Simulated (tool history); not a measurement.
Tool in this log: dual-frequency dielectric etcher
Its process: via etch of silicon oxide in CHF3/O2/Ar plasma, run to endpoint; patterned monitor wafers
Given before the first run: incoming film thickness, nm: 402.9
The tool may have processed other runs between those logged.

run,day,source power (kW),bias power (kW),endpoint time (s)
1,0.000,0.650,0.186,200.45
2,0.083,0.610,0.186,207.12
3,0.438,0.610,0.198,200.83
4,0.700,0.610,0.230,191.72
5,0.779,0.610,0.254,186.40
6,1.046,0.690,0.254,174.81
7,1.308,0.610,0.239,189.57
8,1.475,0.550,0.226,201.59

What does the tool deliver on the next run?
9,1.675,0.510,0.216,?

{"run 9": {"endpoint time (s)": 212.87}}
